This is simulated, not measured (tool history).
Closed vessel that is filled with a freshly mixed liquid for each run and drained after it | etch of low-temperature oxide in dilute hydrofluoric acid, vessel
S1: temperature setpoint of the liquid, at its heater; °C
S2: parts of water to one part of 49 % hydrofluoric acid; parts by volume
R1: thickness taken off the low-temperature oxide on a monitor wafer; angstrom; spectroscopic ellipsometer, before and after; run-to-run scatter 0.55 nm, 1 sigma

Run 1, hour 0: S1 26 °C, S2 195 parts by volume, time in the liquid (s) 410. Result: R1 345.67 angstrom.
Run 2, hour 5.1: S1 28 °C, S2 195 parts by volume, time in the liquid (s) 410. Result: R1 374.18 angstrom.
Run 3, hour 13.3: S1 29.5 °C, S2 185 parts by volume, time in the liquid (s) 410. Result: R1 421.01 angstrom.
Run 4, hour 21.2: S1 29.5 °C, S2 150 parts by volume, time in the liquid (s) 410. Result: R1 535.87 angstrom.
Run 5, hour 22.2: S1 29.5 °C, S2 90 parts by volume, time in the liquid (s) 410. Result: R1 990.09 angstrom.
Run 6, hour 26.4: S1 28.5 °C, S2 90 parts by volume, time in the liquid (s) 410. Result: R1 937.13 angstrom.

The next listed run, before its measurement:
Run 7, hour 33: S1 24.5 °C, S2 105 parts by volume, time in the liquid (s) 410. Result: R1 ?.

R1: 666.6 angstrom
